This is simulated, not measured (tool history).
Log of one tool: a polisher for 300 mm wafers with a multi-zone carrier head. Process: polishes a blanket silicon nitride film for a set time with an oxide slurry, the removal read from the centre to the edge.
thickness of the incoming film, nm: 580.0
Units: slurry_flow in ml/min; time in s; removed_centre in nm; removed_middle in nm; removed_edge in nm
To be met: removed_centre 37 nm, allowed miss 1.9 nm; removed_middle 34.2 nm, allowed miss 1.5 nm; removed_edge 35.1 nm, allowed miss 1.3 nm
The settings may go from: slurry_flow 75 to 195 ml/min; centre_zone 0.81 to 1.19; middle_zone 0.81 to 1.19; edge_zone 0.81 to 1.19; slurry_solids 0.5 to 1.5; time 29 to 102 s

run	day	slurry_flow	centre_zone	middle_zone	edge_zone	slurry_solids	time	removed_centre	removed_middle	removed_edge
1	0	125	1	1	1	1	65	72.667	72.927	73.389
2	0.217	105	1	1	1	1	65	67.864	69.883	72.018
3	0.321	105	1	1	1	1	50	52.528	53.844	55.249
4	0.5	105	1	1	1	0.85	50	47.223	47.934	49.836
5	0.754	105	1	1	1	0.85	38	35.12	36.905	37.584
6	0.992	105	1	1	1.04	0.85	38	35.894	36.088	38.399
7	1.329	105	1.02	1	1.03	0.8	38	35.292	35.092	36.214
8	1.4	105	1.03	1	1.03	0.8	38	34.882	34.181	36.264

4 next moves are on the table. One of them brings every result within its allowed miss. Which?
A	1.471	75	1	0.98	1.07	0.85	38	?	?	?
B	1.471	100	1.1	0.99	0.98	0.65	48	?	?	?
C	1.471	115	0.98	1.05	1.09	0.75	40	?	?	?
D	1.471	85	0.94	0.92	1.01	0.85	40	?	?	?

move	removed_centre	removed_middle	removed_edge
A	32.747	33.988	36.844
B	37.139	35.378	35.699
C	33.614	36.93	37.219
D	33.712	35.082	38.398
A: further off than the last run
B: meets every target
C: further off than the last run
D: further off than the last run
The right move is B.
